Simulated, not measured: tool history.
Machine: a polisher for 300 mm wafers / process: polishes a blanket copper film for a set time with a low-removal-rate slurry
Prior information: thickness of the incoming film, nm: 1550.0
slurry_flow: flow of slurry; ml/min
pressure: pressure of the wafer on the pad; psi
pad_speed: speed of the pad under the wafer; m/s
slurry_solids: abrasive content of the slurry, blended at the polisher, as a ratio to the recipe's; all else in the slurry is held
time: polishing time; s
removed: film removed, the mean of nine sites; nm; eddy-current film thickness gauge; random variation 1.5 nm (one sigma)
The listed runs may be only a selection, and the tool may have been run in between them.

run 1 day=0 | slurry_flow=125 pressure=3.2 pad_speed=0.86 slurry_solids=1 time=48 | removed=155.55
run 2 day=0.312 | slurry_flow=125 pressure=3 pad_speed=0.86 slurry_solids=1 time=48 | removed=141.63
run 3 day=0.471 | slurry_flow=125 pressure=2.9 pad_speed=0.86 slurry_solids=1 time=48 | removed=140.68
run 4 day=0.783 | slurry_flow=125 pressure=2.7 pad_speed=0.86 slurry_solids=1 time=48 | removed=134.05
run 5 day=1.117 | slurry_flow=105 pressure=2.7 pad_speed=0.86 slurry_solids=1 time=48 | removed=127.58
run 6 day=1.421 | slurry_flow=105 pressure=2.7 pad_speed=0.96 slurry_solids=1 time=48 | removed=145.41
run 7 day=1.646 | slurry_flow=105 pressure=2.5 pad_speed=0.96 slurry_solids=1 time=48 | removed=133.36
run 8 day=1.738 | slurry_flow=105 pressure=2.4 pad_speed=0.96 slurry_solids=1 time=48 | removed=130.87
run 9 day=1.871 | slurry_flow=105 pressure=2.4 pad_speed=0.96 slurry_solids=1 time=48 | removed=130.56

The next listed run, before its measurement:
run 10 day=1.925 | slurry_flow=105 pressure=2.3 pad_speed=0.96 slurry_solids=1 time=48 | removed=?

removed: 123.02 nm
